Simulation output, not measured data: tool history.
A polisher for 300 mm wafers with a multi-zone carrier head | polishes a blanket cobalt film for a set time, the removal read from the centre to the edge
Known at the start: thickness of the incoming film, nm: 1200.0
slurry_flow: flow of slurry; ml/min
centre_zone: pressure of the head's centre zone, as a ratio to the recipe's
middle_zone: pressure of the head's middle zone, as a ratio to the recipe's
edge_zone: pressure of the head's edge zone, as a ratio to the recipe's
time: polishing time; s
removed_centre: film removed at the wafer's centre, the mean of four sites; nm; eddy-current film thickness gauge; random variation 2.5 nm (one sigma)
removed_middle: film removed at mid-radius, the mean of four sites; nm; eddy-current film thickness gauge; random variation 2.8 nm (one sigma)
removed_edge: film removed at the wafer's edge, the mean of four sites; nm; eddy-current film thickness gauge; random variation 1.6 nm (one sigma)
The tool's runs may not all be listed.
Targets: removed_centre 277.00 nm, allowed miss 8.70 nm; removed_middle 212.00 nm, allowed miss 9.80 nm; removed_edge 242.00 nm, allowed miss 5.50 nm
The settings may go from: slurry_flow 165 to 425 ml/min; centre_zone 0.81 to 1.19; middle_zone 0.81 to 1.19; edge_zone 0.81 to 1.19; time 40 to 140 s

run,day,slurry_flow,centre_zone,middle_zone,edge_zone,time,removed_centre,removed_middle,removed_edge
1,0.000,275,1.00,1.00,1.00,90,284.04,274.31,269.65
2,0.212,270,1.01,0.97,0.99,89,283.72,261.21,268.36
3,0.296,330,1.01,0.97,0.99,89,287.68,268.73,270.60
4,0.421,330,1.01,0.97,0.99,110,358.89,333.71,334.47
# day 0.488: slurry nozzle cleaned
5,0.488,330,1.01,0.97,1.05,110,362.50,334.72,344.63
6,0.621,330,1.04,0.97,1.05,110,366.13,326.44,347.55
7,0.908,325,1.04,0.95,1.03,106,350.51,320.62,334.05
8,1.112,335,1.06,0.93,1.01,101,352.03,293.56,310.67
9,1.325,330,1.05,0.91,1.00,98,334.80,282.49,299.63
10,1.429,325,1.05,0.90,1.00,95,323.33,275.91,290.82
11,1.762,320,1.06,0.89,1.00,92,312.36,257.85,281.96

Which of these 5 next moves meets every target?
A,2.096,245,1.07,0.82,0.95,81,?,?,?
B,2.096,360,1.02,0.96,0.91,81,?,?,?
C,2.096,425,0.93,1.19,1.08,80,?,?,?
D,2.096,320,0.94,1.18,0.81,87,?,?,?
E,2.096,425,0.99,1.14,0.81,84,?,?,?

move,removed_centre,removed_middle,removed_edge
A,278.64,211.77,238.70
B,273.02,247.30,238.15
C,248.71,296.27,255.58
D,268.35,314.58,241.34
E,278.03,299.78,236.21
A: meets every target
B: brings the result that was furthest off to its target, and leaves another outside
C: further off than the last run
D: brings the result that was furthest off to its target, and leaves another outside
E: takes the result that was furthest off past its target
Answer: A

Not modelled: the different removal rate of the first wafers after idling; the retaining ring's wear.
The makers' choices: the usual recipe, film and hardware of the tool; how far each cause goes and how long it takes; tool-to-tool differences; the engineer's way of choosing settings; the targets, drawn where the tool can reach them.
